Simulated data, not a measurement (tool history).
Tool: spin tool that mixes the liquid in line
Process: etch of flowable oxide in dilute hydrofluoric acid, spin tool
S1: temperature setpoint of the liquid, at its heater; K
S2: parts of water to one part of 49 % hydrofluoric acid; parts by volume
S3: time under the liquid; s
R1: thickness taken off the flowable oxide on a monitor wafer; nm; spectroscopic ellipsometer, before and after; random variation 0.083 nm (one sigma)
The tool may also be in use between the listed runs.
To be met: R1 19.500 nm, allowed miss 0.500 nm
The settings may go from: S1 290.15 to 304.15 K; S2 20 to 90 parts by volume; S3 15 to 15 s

run	hour	S1	S2	S3	R1
1	0.0	296.15	50	15	10.722
2	4.6	298.15	45	15	12.990
3	5.2	299.65	45	15	13.828
4	8.7	300.65	45	15	14.452
5	14.7	297.65	45	15	12.748
6	22.2	299.15	45	15	13.666
7	31.1	300.15	45	15	14.125
8	38.8	301.15	45	15	14.774
9	46.5	301.65	45	15	14.950
10	47.0	302.15	45	15	15.361
11	55.8	302.65	45	15	15.746
12	58.7	304.15	35	15	21.625
13	65.6	303.65	35	15	21.078

Which of these 5 next moves meets every target?
A	72.5	301.15	30	15	?
B	72.5	303.15	40	15	?
C	72.5	303.65	40	15	?
D	72.5	301.65	35	15	?
E	72.5	299.65	35	15	?

move	R1
A	22.664
B	18.138
C	18.500
D	19.674
E	18.141
A: further off than the last run
B: takes the result that was furthest off past its target
C: takes the result that was furthest off past its target
D: meets every target
E: takes the result that was furthest off past its target
The right move is D.

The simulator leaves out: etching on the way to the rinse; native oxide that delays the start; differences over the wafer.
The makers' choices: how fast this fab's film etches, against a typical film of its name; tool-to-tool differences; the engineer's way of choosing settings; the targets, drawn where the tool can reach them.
